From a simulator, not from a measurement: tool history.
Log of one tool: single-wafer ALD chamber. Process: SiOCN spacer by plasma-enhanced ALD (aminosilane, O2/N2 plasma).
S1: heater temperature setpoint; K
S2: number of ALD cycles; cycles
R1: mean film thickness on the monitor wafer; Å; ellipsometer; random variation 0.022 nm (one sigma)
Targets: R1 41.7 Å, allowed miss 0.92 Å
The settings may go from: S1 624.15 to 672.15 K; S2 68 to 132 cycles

Run 1, day 0: S1 648.15 K, S2 100 cycles. Result: R1 52.964 Å.
Run 2, day 0.079: S1 648.15 K, S2 91 cycles. Result: R1 47.87 Å.
Run 3, day 0.454: S1 648.15 K, S2 87 cycles. Result: R1 46.108 Å.
Run 4, day 0.825: S1 648.15 K, S2 84 cycles. Result: R1 44.419 Å.
Run 5, day 1.129: S1 648.15 K, S2 70 cycles. Result: R1 36.716 Å.
Run 6, day 1.254: S1 648.15 K, S2 68 cycles. Result: R1 35.489 Å.
At day 1.412: thermocouple changed; heater temperature recalibrated.
Run 7, day 1.412: S1 648.15 K, S2 72 cycles. Result: R1 38.11 Å.
Run 8, day 1.742: S1 648.15 K, S2 74 cycles. Result: R1 39.116 Å.
Run 9, day 2.058: S1 648.15 K, S2 76 cycles. Result: R1 40.18 Å.
Run 10, day 2.338: S1 648.15 K, S2 77 cycles. Result: R1 40.764 Å.

5 next moves are on the table. One of them brings every result within its allowed miss. Which?
Run A, day 2.617: S1 656.15 K, S2 75 cycles. Result: R1 ?.
Run B, day 2.617: S1 646.15 K, S2 75 cycles. Result: R1 ?.
Run C, day 2.617: S1 645.15 K, S2 79 cycles. Result: R1 ?.
Run D, day 2.617: S1 642.15 K, S2 76 cycles. Result: R1 ?.
Run E, day 2.617: S1 649.15 K, S2 72 cycles. Result: R1 ?.

move      R1
   A  39.307
   B  39.307
   C  41.403
   D  39.831
   E  37.735
A: further off than the last run
B: further off than the last run
C: meets every target
D: further off than the last run
E: further off than the last run
Move C is the one to make.
